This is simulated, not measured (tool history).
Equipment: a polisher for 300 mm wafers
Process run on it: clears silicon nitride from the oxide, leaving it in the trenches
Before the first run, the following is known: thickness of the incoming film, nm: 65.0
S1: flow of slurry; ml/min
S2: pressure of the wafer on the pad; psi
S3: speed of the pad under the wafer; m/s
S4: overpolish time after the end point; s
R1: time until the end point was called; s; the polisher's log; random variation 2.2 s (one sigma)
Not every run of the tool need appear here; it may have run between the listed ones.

run  hour   S1   S2    S3  S4      R1
  1     0  180  2.5  1.04  48   68.07
  2   4.3  180  2.3  0.98  48  81.359
  3   8.2  180  2.9  0.98  48  64.485
  4  10.4  180  2.9  0.76  48  82.041
  5  15.2  180  2.6  0.74  48  93.743
  6  23.1  180  2.6  0.74  51  94.097
  7  27.9  180  2.4  0.74  51   100.3
  8  28.6  180  2.4  0.74  51  100.01
  9  34.7  180  2.2  0.72  51  112.53
 10  35.4  180    2  0.72  51  123.06
 11  36.8  180  1.9  0.72  51  133.06
 12  45.2  180  1.8  0.72  51  138.62
 13  52.8  175  1.1   0.7  51  225.58
 14  54.8  185  1.1   0.7  51  226.84

What will run 15 give?
 15  59.9  185  1.2  0.7  51   ?

For run 15 the tool returned R1 207.67 s.
